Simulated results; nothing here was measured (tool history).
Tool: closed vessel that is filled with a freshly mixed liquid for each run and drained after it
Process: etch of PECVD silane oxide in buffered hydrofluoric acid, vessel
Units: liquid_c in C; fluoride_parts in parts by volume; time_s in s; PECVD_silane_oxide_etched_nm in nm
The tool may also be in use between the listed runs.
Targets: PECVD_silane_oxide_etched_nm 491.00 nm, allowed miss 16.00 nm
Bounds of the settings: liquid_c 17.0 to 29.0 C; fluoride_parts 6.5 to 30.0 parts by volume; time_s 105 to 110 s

run  hour  liquid_c  fluoride_parts  time_s  PECVD_silane_oxide_etched_nm
  1   0.0      21.0            18.5     105                        186.79
  2   3.1      24.0            18.5     105                        218.88
  3   4.6      24.0            18.5     110                        226.14
  4  11.6      24.0            23.5     110                        188.74
  5  18.5      24.0            23.5     105                        179.50
  6  21.5      24.0            23.5     105                        184.50
  7  28.3      25.0            20.5     105                        208.51
  8  29.5      25.5            18.0     105                        241.15
  9  35.6      26.0            16.0     105                        280.71
 10  44.5      26.5            14.5     105                        312.72
 11  52.1      29.0             8.5     105                        597.19
 12  57.4      28.5             8.5     105                        565.34
 13  58.4      28.0             8.5     105                        570.16
 14  60.5      27.5             8.5     105                        542.76
 15  64.3      27.0             8.5     105                        533.44
 16  65.8      26.5             8.5     105                        526.58

4 next moves are on the table. One of them brings every result within its allowed miss. Which?
  A  67.3      27.5             8.5     110                             ?
  B  67.3      29.0             9.0     105                             ?
  C  67.3      28.5            11.0     110                             ?
  D  67.3      29.0             9.0     110                             ?

move  PECVD_silane_oxide_etched_nm
   A                        567.89
   B                        551.64
   C                        480.18
   D                        577.91
A: further off than the last run
B: further off than the last run
C: meets every target
D: further off than the last run
Answer: C
